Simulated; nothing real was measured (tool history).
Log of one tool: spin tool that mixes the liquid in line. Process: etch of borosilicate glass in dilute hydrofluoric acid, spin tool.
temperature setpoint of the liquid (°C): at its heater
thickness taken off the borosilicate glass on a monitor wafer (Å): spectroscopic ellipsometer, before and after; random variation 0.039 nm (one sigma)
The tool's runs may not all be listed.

run,hour,temperature setpoint of the liquid (°C),parts of water to one part of 49 % hydrofluoric acid (parts by volume),time under the liquid (s),thickness taken off the borosilicate glass on a monitor wafer (Å)
1,0,21,220,55,39.046
2,8.6,23.5,180,55,54.818
3,14.2,22,180,55,51.503
4,20.1,22,150,55,63.995
5,28.3,20.5,150,55,59.81
6,33.9,23,135,55,74.959
# hour 41.6: thermometer replaced
7,41.6,24.5,130,55,87.571
8,44.9,25.5,130,55,91.061
9,48.8,26.5,130,55,94.337

Run 10 comes next. What will it give?
10,55.4,27,130,55,?

{"run 10": {"thickness taken off the borosilicate glass on a monitor wafer (Å)": 96.02}}

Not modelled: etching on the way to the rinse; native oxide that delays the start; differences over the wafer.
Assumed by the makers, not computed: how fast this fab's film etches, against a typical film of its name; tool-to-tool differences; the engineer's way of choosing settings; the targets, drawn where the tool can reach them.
